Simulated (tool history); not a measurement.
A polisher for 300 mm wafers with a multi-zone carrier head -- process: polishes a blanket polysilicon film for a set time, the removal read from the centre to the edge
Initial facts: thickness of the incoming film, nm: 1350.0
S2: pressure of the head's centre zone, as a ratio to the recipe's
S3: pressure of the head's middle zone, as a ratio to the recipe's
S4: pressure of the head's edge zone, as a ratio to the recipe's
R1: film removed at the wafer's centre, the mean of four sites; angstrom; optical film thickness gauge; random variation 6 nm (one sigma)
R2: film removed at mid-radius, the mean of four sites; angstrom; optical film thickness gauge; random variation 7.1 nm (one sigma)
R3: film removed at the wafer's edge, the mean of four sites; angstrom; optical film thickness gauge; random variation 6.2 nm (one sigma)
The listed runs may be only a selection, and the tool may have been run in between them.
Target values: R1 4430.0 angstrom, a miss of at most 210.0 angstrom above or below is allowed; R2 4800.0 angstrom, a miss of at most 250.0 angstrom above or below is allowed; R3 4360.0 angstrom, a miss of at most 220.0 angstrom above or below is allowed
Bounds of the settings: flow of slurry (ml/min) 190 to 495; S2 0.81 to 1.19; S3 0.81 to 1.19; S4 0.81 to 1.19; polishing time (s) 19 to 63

run 1 hour=0.0 | flow_of_slurry_(ml/min)=320 S2=1.00 S3=1.00 S4=1.00 polishing_time_(s)=41 | R1=3456.6 R2=3560.1 R3=3417.1
run 2 hour=8.9 | flow_of_slurry_(ml/min)=320 S2=1.03 S3=1.00 S4=1.00 polishing_time_(s)=41 | R1=3714.0 R2=3527.7 R3=3486.8
run 3 hour=9.6 | flow_of_slurry_(ml/min)=320 S2=1.03 S3=1.02 S4=1.01 polishing_time_(s)=42 | R1=3706.6 R2=3665.0 R3=3590.6
run 4 hour=17.0 | flow_of_slurry_(ml/min)=320 S2=1.03 S3=1.04 S4=1.01 polishing_time_(s)=43 | R1=3943.8 R2=3769.3 R3=3536.7
run 5 hour=19.6 | flow_of_slurry_(ml/min)=320 S2=1.03 S3=1.11 S4=1.01 polishing_time_(s)=43 | R1=3816.2 R2=4027.9 R3=3662.1
run 6 hour=21.9 | flow_of_slurry_(ml/min)=390 S2=1.03 S3=1.11 S4=1.01 polishing_time_(s)=43 | R1=3904.8 R2=4048.9 R3=3686.7
run 7 hour=27.8 | flow_of_slurry_(ml/min)=390 S2=1.03 S3=1.11 S4=1.02 polishing_time_(s)=44 | R1=4002.2 R2=4165.7 R3=3693.2
run 8 hour=31.1 | flow_of_slurry_(ml/min)=380 S2=1.02 S3=1.10 S4=1.03 polishing_time_(s)=45 | R1=3965.5 R2=4274.7 R3=3895.2
run 9 hour=36.0 | flow_of_slurry_(ml/min)=380 S2=1.02 S3=1.11 S4=1.04 polishing_time_(s)=46 | R1=4252.3 R2=4377.0 R3=4052.0
run 10 hour=40.6 | flow_of_slurry_(ml/min)=380 S2=1.02 S3=1.12 S4=1.04 polishing_time_(s)=46 | R1=4084.8 R2=4450.7 R3=3971.9

Which one of the following 4 next-run settings gets every result inside its allowed miss? There is exactly one.
run A hour=45.2 | flow_of_slurry_(ml/min)=305 S2=1.04 S3=1.15 S4=1.09 polishing_time_(s)=50 | R1=? R2=? R3=?
run B hour=45.2 | flow_of_slurry_(ml/min)=375 S2=0.97 S3=0.96 S4=1.00 polishing_time_(s)=49 | R1=? R2=? R3=?
run C hour=45.2 | flow_of_slurry_(ml/min)=490 S2=0.87 S3=1.19 S4=0.96 polishing_time_(s)=47 | R1=? R2=? R3=?
run D hour=45.2 | flow_of_slurry_(ml/min)=380 S2=1.09 S3=1.05 S4=1.08 polishing_time_(s)=43 | R1=? R2=? R3=?

move=A R1=4513.1 R2=4840.4 R3=4328.3
move=B R1=4206.9 R2=4150.5 R3=4137.2
move=C R1=3699.0 R2=4877.1 R3=3938.1
move=D R1=4159.7 R2=3930.0 R3=3769.3
A: hits every target within its allowed miss
B: further off than the last run
C: further off than the last run
D: further off than the last run
Move A is the one to make.

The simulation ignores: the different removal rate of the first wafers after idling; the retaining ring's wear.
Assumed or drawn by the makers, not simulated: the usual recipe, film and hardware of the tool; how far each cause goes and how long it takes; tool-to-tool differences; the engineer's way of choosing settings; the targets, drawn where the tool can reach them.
